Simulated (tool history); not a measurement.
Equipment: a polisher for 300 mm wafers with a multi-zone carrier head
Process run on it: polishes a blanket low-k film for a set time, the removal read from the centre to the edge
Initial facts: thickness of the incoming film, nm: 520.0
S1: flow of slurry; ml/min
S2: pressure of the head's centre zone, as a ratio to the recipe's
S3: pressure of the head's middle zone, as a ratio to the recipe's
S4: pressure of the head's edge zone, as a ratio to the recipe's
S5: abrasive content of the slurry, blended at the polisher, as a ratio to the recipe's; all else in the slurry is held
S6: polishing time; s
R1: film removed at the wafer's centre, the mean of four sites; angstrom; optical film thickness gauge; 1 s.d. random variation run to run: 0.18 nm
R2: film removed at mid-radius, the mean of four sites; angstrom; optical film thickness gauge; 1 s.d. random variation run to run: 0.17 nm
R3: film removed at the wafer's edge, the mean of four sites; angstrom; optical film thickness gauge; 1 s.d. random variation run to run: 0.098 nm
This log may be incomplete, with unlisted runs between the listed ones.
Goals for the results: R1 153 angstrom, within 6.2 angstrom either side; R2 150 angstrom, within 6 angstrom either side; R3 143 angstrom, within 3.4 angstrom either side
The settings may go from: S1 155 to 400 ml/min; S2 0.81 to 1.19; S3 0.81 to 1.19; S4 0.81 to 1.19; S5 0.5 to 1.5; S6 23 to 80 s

{"run": 1, "hour": 0.0, "S1": 255, "S2": 1, "S3": 1, "S4": 1, "S5": 1, "S6": 51, "R1": 127.11, "R2": 129.89, "R3": 131.93}
{"run": 2, "hour": 5.2, "S1": 255, "S2": 1, "S3": 1.03, "S4": 1, "S5": 1, "S6": 51, "R1": 128.91, "R2": 133.92, "R3": 130.23}
{"run": 3, "hour": 6.0, "S1": 255, "S2": 1, "S3": 1.03, "S4": 1.05, "S5": 1, "S6": 51, "R1": 127.62, "R2": 135.06, "R3": 135.29}
{"run": 4, "hour": 10.3, "S1": 260, "S2": 1.02, "S3": 1.04, "S4": 1.06, "S5": 1, "S6": 51, "R1": 131.17, "R2": 134.3, "R3": 136}
{"run": 5, "hour": 18.5, "S1": 260, "S2": 1.02, "S3": 1.1, "S4": 1.06, "S5": 1, "S6": 51, "R1": 130.51, "R2": 138.32, "R3": 136.42}
{"run": 6, "hour": 25.4, "S1": 260, "S2": 1.02, "S3": 1.1, "S4": 1.06, "S5": 1, "S6": 63, "R1": 157.8, "R2": 171.3, "R3": 167.22}
{"run": 7, "hour": 28.1, "S1": 260, "S2": 1.02, "S3": 1.1, "S4": 1.06, "S5": 1, "S6": 63, "R1": 161.49, "R2": 170.46, "R3": 165.91}
{"run": 8, "hour": 29.3, "S1": 255, "S2": 1.02, "S3": 1.09, "S4": 1.04, "S5": 1, "S6": 63, "R1": 160.65, "R2": 169.06, "R3": 168.58}
{"run": 9, "hour": 31.5, "S1": 265, "S2": 1.03, "S3": 1.09, "S4": 1.02, "S5": 0.95, "S6": 63, "R1": 160.52, "R2": 166.32, "R3": 159.84}
{"run": 10, "hour": 40.2, "S1": 260, "S2": 1.03, "S3": 1.08, "S4": 1.01, "S5": 0.95, "S6": 63, "R1": 158.43, "R2": 165.24, "R3": 161.08}
{"run": 11, "hour": 43.5, "S1": 260, "S2": 1.03, "S3": 1.07, "S4": 0.99, "S5": 0.95, "S6": 63, "R1": 158.86, "R2": 168.02, "R3": 159.48}
{"run": 12, "hour": 47.3, "S1": 260, "S2": 1.04, "S3": 1.05, "S4": 0.98, "S5": 0.95, "S6": 63, "R1": 161.59, "R2": 162.64, "R3": 158.81}
{"run": 13, "hour": 51.8, "S1": 260, "S2": 1.04, "S3": 1.04, "S4": 0.96, "S5": 0.95, "S6": 63, "R1": 162.68, "R2": 160.67, "R3": 155.75}
{"run": 14, "hour": 60.7, "S1": 260, "S2": 1.04, "S3": 1.04, "S4": 0.96, "S5": 0.95, "S6": 63, "R1": 159.86, "R2": 161.48, "R3": 156.18}

Consider the 5 candidate settings below. Which is the only one whose results all fall within their allowed miss of target?
{"run": "A", "hour": 69.6, "S1": 295, "S2": 1.11, "S3": 1.1, "S4": 1, "S5": 0.95, "S6": 56, "R1": "?", "R2": "?", "R3": "?"}
{"run": "B", "hour": 69.6, "S1": 235, "S2": 0.88, "S3": 1.07, "S4": 0.81, "S5": 1.35, "S6": 59, "R1": "?", "R2": "?", "R3": "?"}
{"run": "C", "hour": 69.6, "S1": 290, "S2": 0.95, "S3": 1.01, "S4": 0.99, "S5": 1, "S6": 67, "R1": "?", "R2": "?", "R3": "?"}
{"run": "D", "hour": 69.6, "S1": 245, "S2": 0.9, "S3": 1.01, "S4": 1, "S5": 1.2, "S6": 59, "R1": "?", "R2": "?", "R3": "?"}
{"run": "E", "hour": 69.6, "S1": 220, "S2": 1.12, "S3": 1.01, "S4": 0.97, "S5": 1.1, "S6": 60, "R1": "?", "R2": "?", "R3": "?"}

move=A R1=154.32 R2=151.47 R3=142.03
move=B R1=150.19 R2=175.3 R3=152.65
move=C R1=165.95 R2=175.6 R3=172.66
move=D R1=147.21 R2=162.94 R3=161.75
move=E R1=169.64 R2=157.66 R3=154.96
A: meets every target
B: further off than the last run
C: further off than the last run
D: further off than the last run
E: nearer the targets than the last run, but a result is still out of spec
A is the move that brings every result within its allowed miss.

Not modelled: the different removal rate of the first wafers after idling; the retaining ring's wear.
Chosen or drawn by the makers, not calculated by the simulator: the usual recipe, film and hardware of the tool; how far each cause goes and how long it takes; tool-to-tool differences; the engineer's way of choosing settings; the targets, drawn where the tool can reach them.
